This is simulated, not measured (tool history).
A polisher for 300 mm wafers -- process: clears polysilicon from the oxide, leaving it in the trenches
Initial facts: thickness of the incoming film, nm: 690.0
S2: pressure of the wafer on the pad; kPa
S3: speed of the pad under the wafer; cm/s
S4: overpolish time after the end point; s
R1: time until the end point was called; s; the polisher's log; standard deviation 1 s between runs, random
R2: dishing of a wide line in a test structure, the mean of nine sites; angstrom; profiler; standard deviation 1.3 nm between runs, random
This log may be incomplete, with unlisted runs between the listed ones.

run 1 hour=0 | flow_of_slurry_(ml/min)=270 S2=15.2 S3=122 S4=13 | R1=41.302 R2=684.04
run 2 hour=8 | flow_of_slurry_(ml/min)=270 S2=12.4 S3=122 S4=13 | R1=49.97 R2=616.55
run 3 hour=16.6 | flow_of_slurry_(ml/min)=270 S2=16.5 S3=122 S4=13 | R1=37.676 R2=673.79
run 4 hour=19.4 | flow_of_slurry_(ml/min)=235 S2=16.5 S3=122 S4=13 | R1=39.969 R2=675.09
run 5 hour=26.5 | flow_of_slurry_(ml/min)=300 S2=16.5 S3=122 S4=13 | R1=39.129 R2=671.68
run 6 hour=34.3 | flow_of_slurry_(ml/min)=300 S2=18.6 S3=122 S4=13 | R1=33.969 R2=677.37
run 7 hour=37.9 | flow_of_slurry_(ml/min)=300 S2=17.2 S3=120 S4=13 | R1=38.982 R2=643.27
run 8 hour=38.7 | flow_of_slurry_(ml/min)=300 S2=15.9 S3=120 S4=13 | R1=39.744 R2=663.1
run 9 hour=45.2 | flow_of_slurry_(ml/min)=300 S2=14.5 S3=118 S4=13 | R1=45.803 R2=642.73
run 10 hour=45.9 | flow_of_slurry_(ml/min)=300 S2=13.8 S3=118 S4=13 | R1=48.275 R2=647.49
run 11 hour=47.9 | flow_of_slurry_(ml/min)=300 S2=13.8 S3=118 S4=13 | R1=47.435 R2=623.76

The next listed run, before its measurement:
run 12 hour=52.9 | flow_of_slurry_(ml/min)=300 S2=9.7 S3=114 S4=15 | R1=? R2=?

R1: 67.207 s
R2: 585.81 angstrom

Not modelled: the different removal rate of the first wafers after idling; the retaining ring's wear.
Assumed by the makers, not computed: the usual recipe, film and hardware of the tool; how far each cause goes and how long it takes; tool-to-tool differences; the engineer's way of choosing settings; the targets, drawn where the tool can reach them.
